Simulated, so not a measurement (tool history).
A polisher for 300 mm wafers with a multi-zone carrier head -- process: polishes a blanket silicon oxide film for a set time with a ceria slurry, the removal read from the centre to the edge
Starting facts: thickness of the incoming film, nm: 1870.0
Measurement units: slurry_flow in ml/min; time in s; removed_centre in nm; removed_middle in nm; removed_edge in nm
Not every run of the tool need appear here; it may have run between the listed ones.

run 1 hour=0.0 | slurry_flow=180 centre_zone=1.00 middle_zone=1.00 edge_zone=1.00 time=41 | removed_centre=230.93 removed_middle=233.89 removed_edge=232.45
run 2 hour=4.8 | slurry_flow=180 centre_zone=1.01 middle_zone=0.99 edge_zone=0.98 time=38 | removed_centre=217.65 removed_middle=211.66 removed_edge=211.68
run 3 hour=9.8 | slurry_flow=180 centre_zone=1.01 middle_zone=0.99 edge_zone=0.96 time=36 | removed_centre=212.28 removed_middle=199.54 removed_edge=202.59
run 4 hour=15.6 | slurry_flow=175 centre_zone=1.01 middle_zone=1.00 edge_zone=0.94 time=34 | removed_centre=197.53 removed_middle=189.81 removed_edge=191.68
run 5 hour=22.9 | slurry_flow=170 centre_zone=1.02 middle_zone=1.01 edge_zone=0.92 time=32 | removed_centre=186.01 removed_middle=179.04 removed_edge=176.16
run 6 hour=26.9 | slurry_flow=170 centre_zone=1.02 middle_zone=1.01 edge_zone=0.84 time=32 | removed_centre=184.71 removed_middle=177.62 removed_edge=168.83
run 7 hour=32.5 | slurry_flow=170 centre_zone=1.02 middle_zone=1.01 edge_zone=0.84 time=30 | removed_centre=176.24 removed_middle=168.53 removed_edge=158.23
run 8 hour=41.4 | slurry_flow=170 centre_zone=1.02 middle_zone=0.95 edge_zone=0.82 time=20 | removed_centre=116.13 removed_middle=105.77 removed_edge=102.26
run 9 hour=46.4 | slurry_flow=180 centre_zone=1.03 middle_zone=0.96 edge_zone=0.84 time=20 | removed_centre=116.74 removed_middle=108.87 removed_edge=107.51

Predict the results of run 10:
run 10 hour=50.4 | slurry_flow=185 centre_zone=1.05 middle_zone=0.97 edge_zone=0.84 time=20 | removed_centre=? removed_middle=? removed_edge=?

{"run 10": {"removed_centre": 119.92, "removed_middle": 110.52, "removed_edge": 105.63}}
